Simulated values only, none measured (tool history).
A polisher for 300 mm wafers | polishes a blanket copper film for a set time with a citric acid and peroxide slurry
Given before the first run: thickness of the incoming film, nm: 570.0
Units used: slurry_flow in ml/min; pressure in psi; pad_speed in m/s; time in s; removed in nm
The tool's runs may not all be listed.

run    day  slurry_flow  pressure  pad_speed  slurry_solids  time  removed
  1  0.000          130       3.4       0.78           1.00    45   79.224
  2  0.308          130       4.1       0.78           1.00    45   93.762
  3  0.429          130       4.1       0.78           1.00    47   98.998
  4  0.638          130       4.1       0.78           0.85    47   94.317
  5  0.717          130       4.1       0.78           0.85    45   92.243
  6  0.742          115       4.1       0.78           0.85    45   85.797
  7  0.929          125       4.3       0.78           0.85    45   95.403
  8  1.196          130       4.5       0.78           0.85    45   97.624
  9  1.479          130       4.5       0.78           0.85    45   99.298
 10  1.571          135       4.6       0.80           0.85    45  104.420

Estimate the outcome of run 11 from the log above:
 11  1.808          135       4.7       0.82           0.85    45        ?

removed: 113.770 nm
